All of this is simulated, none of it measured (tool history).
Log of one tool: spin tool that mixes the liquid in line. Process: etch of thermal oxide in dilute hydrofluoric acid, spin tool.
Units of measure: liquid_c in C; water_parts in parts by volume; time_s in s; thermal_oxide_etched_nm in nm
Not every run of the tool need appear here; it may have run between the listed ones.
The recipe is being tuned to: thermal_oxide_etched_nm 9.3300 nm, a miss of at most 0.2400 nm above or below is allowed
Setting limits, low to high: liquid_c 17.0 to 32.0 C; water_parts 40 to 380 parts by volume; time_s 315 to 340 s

run	hour	liquid_c	water_parts	time_s	thermal_oxide_etched_nm
1	0.0	24.0	210	315	7.2175
2	2.8	24.0	210	315	7.3177
3	3.6	24.0	210	315	7.1893
4	11.5	24.0	140	315	11.7410
5	18.6	23.5	140	315	11.4780
6	25.0	26.5	140	315	12.8970
7	32.4	25.5	140	315	12.3590
8	35.4	24.5	140	315	12.0060
9	39.0	23.5	140	315	11.7380
10	39.8	23.0	140	315	11.2890
11	42.2	22.5	140	315	11.0610
12	42.8	18.5	145	315	9.0372

Which of these 5 next moves meets every target?
A	43.4	18.5	135	315	?
B	43.4	19.5	140	320	?
C	43.4	17.5	140	325	?
D	43.4	17.5	130	315	?
E	43.4	22.0	165	340	?

move	thermal_oxide_etched_nm
A	9.8169
B	9.9624
C	9.3284
D	9.8347
E	9.6535
A: takes the result that was furthest off past its target
B: takes the result that was furthest off past its target
C: in spec on every target
D: takes the result that was furthest off past its target
E: takes the result that was furthest off past its target
C meets every target.
